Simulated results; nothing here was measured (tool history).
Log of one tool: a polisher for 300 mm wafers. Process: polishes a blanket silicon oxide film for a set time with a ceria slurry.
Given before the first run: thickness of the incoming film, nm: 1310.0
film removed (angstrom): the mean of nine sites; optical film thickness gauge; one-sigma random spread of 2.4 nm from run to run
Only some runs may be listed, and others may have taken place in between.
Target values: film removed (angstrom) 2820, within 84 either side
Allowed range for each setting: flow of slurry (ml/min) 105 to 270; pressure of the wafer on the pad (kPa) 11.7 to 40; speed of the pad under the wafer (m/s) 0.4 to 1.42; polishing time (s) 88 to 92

run,hour,flow of slurry (ml/min),pressure of the wafer on the pad (kPa),speed of the pad under the wafer (m/s),polishing time (s),film removed (angstrom)
1,0,175,25.5,0.9,88,3860.1
2,3.5,175,25.5,0.9,88,3842.2
3,6.7,175,30.3,0.9,88,4487.9
4,7.4,170,26.9,0.9,88,3989.7
5,14.1,170,26.9,0.9,88,4057.8
6,19.7,170,24.1,0.9,88,3540.2
7,21.2,160,22.8,0.9,88,3328.1
8,24.7,150,22.1,0.9,88,3182.5
9,33,140,21.4,0.9,88,3081.5
# hour 36.8: worn pad replaced by a new one
10,36.8,135,20.7,0.9,88,3283.7
11,40.2,150,20,0.9,88,3280.1
12,42.5,140,19.3,0.9,88,3110.7
13,46.9,140,19.3,0.9,88,3107.4

Pick the move, out of 5, that brings all results within their allowed miss; only one does.
A,51.3,180,19.3,0.98,88,?
B,51.3,125,17.9,0.98,88,?
C,51.3,150,17.9,0.78,88,?
D,51.3,165,17.9,0.84,88,?
E,51.3,190,23.4,0.74,92,?

move,film removed (angstrom)
A,3478.9
B,3016.7
C,2595.3
D,2807
E,3504.4
A: moves away from the targets compared with the last run
B: gains on the last run, yet a result remains outside its allowed miss
C: pushes the last run's worst result past its target
D: every result lands within tolerance
E: moves away from the targets compared with the last run
So the answer is move D, the one that meets all the targets.

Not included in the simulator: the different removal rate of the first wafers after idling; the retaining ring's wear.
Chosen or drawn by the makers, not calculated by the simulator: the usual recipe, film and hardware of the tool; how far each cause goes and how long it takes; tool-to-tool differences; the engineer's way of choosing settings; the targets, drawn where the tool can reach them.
